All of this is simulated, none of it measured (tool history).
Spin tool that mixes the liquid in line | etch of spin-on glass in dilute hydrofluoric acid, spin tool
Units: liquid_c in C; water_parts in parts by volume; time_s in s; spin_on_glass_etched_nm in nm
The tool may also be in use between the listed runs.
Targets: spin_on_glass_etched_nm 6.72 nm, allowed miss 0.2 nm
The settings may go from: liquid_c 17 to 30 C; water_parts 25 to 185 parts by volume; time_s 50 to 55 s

{"run": 1, "hour": 0.0, "liquid_c": 22, "water_parts": 105, "time_s": 50, "spin_on_glass_etched_nm": 9.0712}
{"run": 2, "hour": 3.1, "liquid_c": 21, "water_parts": 110, "time_s": 50, "spin_on_glass_etched_nm": 8.1764}
{"run": 3, "hour": 5.3, "liquid_c": 24.5, "water_parts": 110, "time_s": 50, "spin_on_glass_etched_nm": 9.3822}
{"run": 4, "hour": 11.1, "liquid_c": 22.5, "water_parts": 110, "time_s": 50, "spin_on_glass_etched_nm": 8.7544}
{"run": 5, "hour": 14.4, "liquid_c": 25, "water_parts": 110, "time_s": 50, "spin_on_glass_etched_nm": 9.6078}
{"run": 6, "hour": 23.0, "liquid_c": 23, "water_parts": 110, "time_s": 50, "spin_on_glass_etched_nm": 8.8414}
{"run": 7, "hour": 29.9, "liquid_c": 21.5, "water_parts": 110, "time_s": 50, "spin_on_glass_etched_nm": 8.4611}
{"run": 8, "hour": 34.0, "liquid_c": 20.5, "water_parts": 110, "time_s": 50, "spin_on_glass_etched_nm": 8.0929}
{"run": 9, "hour": 38.7, "liquid_c": 19.5, "water_parts": 110, "time_s": 50, "spin_on_glass_etched_nm": 7.7133}
{"run": 10, "hour": 41.3, "liquid_c": 19, "water_parts": 110, "time_s": 50, "spin_on_glass_etched_nm": 7.5761}
{"run": 11, "hour": 44.6, "liquid_c": 18.5, "water_parts": 110, "time_s": 50, "spin_on_glass_etched_nm": 7.4433}
{"run": 12, "hour": 52.6, "liquid_c": 18, "water_parts": 110, "time_s": 50, "spin_on_glass_etched_nm": 7.237}

4 next moves are on the table. One of them brings every result within its allowed miss. Which?
{"run": "A", "hour": 60.6, "liquid_c": 17.5, "water_parts": 110, "time_s": 55, "spin_on_glass_etched_nm": "?"}
{"run": "B", "hour": 60.6, "liquid_c": 17.5, "water_parts": 105, "time_s": 50, "spin_on_glass_etched_nm": "?"}
{"run": "C", "hour": 60.6, "liquid_c": 17.5, "water_parts": 115, "time_s": 50, "spin_on_glass_etched_nm": "?"}
{"run": "D", "hour": 60.6, "liquid_c": 17.5, "water_parts": 110, "time_s": 50, "spin_on_glass_etched_nm": "?"}

move=A spin_on_glass_etched_nm=7.8159
move=B spin_on_glass_etched_nm=7.4825
move=C spin_on_glass_etched_nm=6.7614
move=D spin_on_glass_etched_nm=7.1054
A: further off than the last run
B: further off than the last run
C: meets every target
D: nearer than the last run, and not there yet
The right move is C.

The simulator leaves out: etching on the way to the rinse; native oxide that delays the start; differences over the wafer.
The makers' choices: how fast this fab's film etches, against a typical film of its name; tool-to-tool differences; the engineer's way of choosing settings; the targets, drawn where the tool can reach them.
